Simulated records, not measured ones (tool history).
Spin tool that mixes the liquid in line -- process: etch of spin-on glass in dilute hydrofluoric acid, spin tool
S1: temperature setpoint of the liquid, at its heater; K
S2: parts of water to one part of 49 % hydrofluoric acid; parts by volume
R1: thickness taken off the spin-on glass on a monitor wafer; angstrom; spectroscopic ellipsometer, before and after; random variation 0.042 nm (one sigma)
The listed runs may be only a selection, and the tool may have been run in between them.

Run 1, hour 0: S1 296.15 K, S2 300 parts by volume, time under the liquid (s) 70. Result: R1 67.149 angstrom.
Run 2, hour 8.2: S1 298.65 K, S2 300 parts by volume, time under the liquid (s) 70. Result: R1 72.834 angstrom.
Run 3, hour 16.3: S1 298.65 K, S2 300 parts by volume, time under the liquid (s) 55. Result: R1 57.068 angstrom.
Run 4, hour 24: S1 298.65 K, S2 300 parts by volume, time under the liquid (s) 55. Result: R1 57.659 angstrom.
At hour 26.7: hydrofluoric acid flow meter replaced.
Run 5, hour 26.7: S1 298.65 K, S2 300 parts by volume, time under the liquid (s) 70. Result: R1 67.3 angstrom.
Run 6, hour 35.5: S1 298.65 K, S2 325 parts by volume, time under the liquid (s) 70. Result: R1 60.402 angstrom.
Run 7, hour 40.2: S1 297.65 K, S2 335 parts by volume, time under the liquid (s) 70. Result: R1 56.095 angstrom.
Run 8, hour 42.5: S1 296.15 K, S2 340 parts by volume, time under the liquid (s) 70. Result: R1 52.406 angstrom.

Forecast run 9:
Run 9, hour 47.7: S1 295.65 K, S2 340 parts by volume, time under the liquid (s) 70. Result: R1 ?.

{"run 9": {"R1": 51.19}}
